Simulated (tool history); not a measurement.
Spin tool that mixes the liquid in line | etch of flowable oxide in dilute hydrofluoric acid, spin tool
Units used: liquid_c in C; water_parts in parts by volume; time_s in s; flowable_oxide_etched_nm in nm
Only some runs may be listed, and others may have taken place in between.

run	day	liquid_c	water_parts	time_s	flowable_oxide_etched_nm
1	0	22	225	15	2.2368
2	0.188	23.5	225	15	2.3424
3	0.533	23.5	225	15	2.3531
4	0.75	23.5	160	15	3.5193
5	1.017	24.5	155	15	3.7848
6	1.217	22	155	15	3.4341
7	1.454	23.5	150	15	3.7932

Predict the results of run 8:
8	1.612	24.5	145	15	?

{"run 8": {"flowable_oxide_etched_nm": 4.0939}}
